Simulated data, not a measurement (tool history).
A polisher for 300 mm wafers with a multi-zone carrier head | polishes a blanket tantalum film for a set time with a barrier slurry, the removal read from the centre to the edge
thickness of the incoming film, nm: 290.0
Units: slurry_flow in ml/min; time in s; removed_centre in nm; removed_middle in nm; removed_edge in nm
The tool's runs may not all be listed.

run	hour	slurry_flow	centre_zone	middle_zone	edge_zone	slurry_solids	time	removed_centre	removed_middle	removed_edge
1	0.0	135	1.00	1.00	1.00	1.00	44	111.320	104.440	115.690
2	6.2	135	1.00	1.00	1.00	1.00	40	103.230	96.105	105.590
3	8.5	150	1.00	1.00	1.00	1.00	40	103.680	98.441	105.120
4	16.8	145	0.98	0.98	0.99	0.95	37	90.678	87.556	94.060
5	22.0	140	0.97	0.96	0.98	0.90	36	86.365	80.420	90.015
6	23.5	140	0.95	0.95	0.97	0.85	35	79.507	74.696	83.161

Forecast run 7:
7	26.3	135	0.93	0.94	0.96	0.80	34	?	?	?

removed_centre: 73.416 nm
removed_middle: 69.287 nm
removed_edge: 78.529 nm

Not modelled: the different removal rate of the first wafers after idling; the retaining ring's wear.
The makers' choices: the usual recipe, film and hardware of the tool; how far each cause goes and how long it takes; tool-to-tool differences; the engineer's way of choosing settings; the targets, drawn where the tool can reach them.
